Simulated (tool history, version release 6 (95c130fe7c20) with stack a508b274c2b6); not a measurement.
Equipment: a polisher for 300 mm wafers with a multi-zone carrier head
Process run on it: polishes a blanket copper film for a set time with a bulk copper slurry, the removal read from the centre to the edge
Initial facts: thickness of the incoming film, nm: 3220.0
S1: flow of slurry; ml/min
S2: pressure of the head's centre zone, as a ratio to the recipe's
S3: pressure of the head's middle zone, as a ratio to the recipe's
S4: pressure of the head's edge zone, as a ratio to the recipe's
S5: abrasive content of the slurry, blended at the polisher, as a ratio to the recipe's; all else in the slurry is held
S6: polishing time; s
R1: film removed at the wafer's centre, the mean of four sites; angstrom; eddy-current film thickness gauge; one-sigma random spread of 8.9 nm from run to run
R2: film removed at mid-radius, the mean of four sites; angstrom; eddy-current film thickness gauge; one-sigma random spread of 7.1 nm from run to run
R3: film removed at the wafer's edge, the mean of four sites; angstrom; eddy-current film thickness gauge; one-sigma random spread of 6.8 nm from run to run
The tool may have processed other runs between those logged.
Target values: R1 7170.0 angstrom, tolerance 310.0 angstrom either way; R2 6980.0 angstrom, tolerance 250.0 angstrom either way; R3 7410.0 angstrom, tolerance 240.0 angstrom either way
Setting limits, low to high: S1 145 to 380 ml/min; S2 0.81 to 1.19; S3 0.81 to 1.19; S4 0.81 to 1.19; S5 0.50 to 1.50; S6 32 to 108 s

run	hour	S1	S2	S3	S4	S5	S6	R1	R2	R3
1	0.0	245	1.00	1.00	1.00	1.00	70	6057.9	5944.1	6087.0
2	5.8	250	1.00	1.00	1.02	1.05	70	5936.5	6074.1	6090.7
3	10.4	250	1.03	1.00	1.02	1.05	70	6227.9	6090.1	6225.9
4	19.4	250	1.11	1.00	1.02	1.05	70	6635.7	6074.0	6224.6
5	22.9	250	1.11	1.00	1.03	1.10	70	6992.2	6173.7	6227.3
6	25.9	250	1.11	1.00	1.03	0.95	70	6562.8	6014.0	5996.9
7	31.5	250	1.10	1.00	1.04	1.00	70	6721.7	6048.4	6216.1
8	34.4	285	1.04	1.10	1.14	1.20	71	6846.2	6906.3	6688.2
9	37.7	285	1.04	1.09	1.15	1.20	71	6571.9	6917.3	6737.4
10	40.7	285	1.05	1.08	1.15	1.20	71	6687.3	6841.2	6772.9
11	48.0	285	1.05	1.08	1.15	1.20	71	6610.0	6922.6	6862.1
12	49.4	285	1.06	1.07	1.15	1.20	71	6759.2	6833.7	7002.7
13	50.1	310	1.09	1.06	1.19	1.30	71	7183.6	6954.6	7097.7

Pick the move, out of 5, that brings all results within their allowed miss; only one does.
A	50.8	380	1.07	1.14	1.10	1.50	68	?	?	?
B	50.8	305	1.14	1.07	1.14	1.30	70	?	?	?
C	50.8	345	1.13	1.09	1.13	1.20	70	?	?	?
D	50.8	295	1.09	1.15	1.18	1.45	67	?	?	?
E	50.8	310	1.06	1.04	1.19	1.20	74	?	?	?

move	R1	R2	R3
A	6981.7	7284.3	6751.6
B	7315.2	6794.8	6805.5
C	7226.6	6872.4	6727.3
D	6811.7	7041.3	6742.8
E	7092.8	6922.4	7258.2
A: the biggest miss grows against the last run
B: the biggest miss grows against the last run
C: the biggest miss grows against the last run
D: the biggest miss grows against the last run
E: in spec on every target
Go with E: it meets all targets.
